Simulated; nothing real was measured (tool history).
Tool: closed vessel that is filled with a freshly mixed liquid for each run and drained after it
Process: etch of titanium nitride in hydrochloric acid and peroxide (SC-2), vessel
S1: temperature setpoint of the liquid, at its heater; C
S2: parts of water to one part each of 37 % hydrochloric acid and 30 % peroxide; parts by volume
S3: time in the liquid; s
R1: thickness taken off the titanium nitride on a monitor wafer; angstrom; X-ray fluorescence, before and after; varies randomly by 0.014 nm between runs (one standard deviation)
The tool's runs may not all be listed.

run,hour,S1,S2,S3,R1
1,0.0,54.0,7.5,195,82.666
2,2.6,54.0,7.5,210,88.388
3,10.1,49.0,8.0,210,60.848
4,13.0,45.5,8.5,210,45.112
5,16.6,48.5,8.5,210,55.512
6,22.9,45.0,8.5,210,44.345
7,28.3,43.0,8.5,210,38.593
8,35.8,41.5,8.5,210,34.667

Run 9 is up next; what results do you expect?
9,41.7,40.5,8.5,210,?

R1: 32.526 angstrom
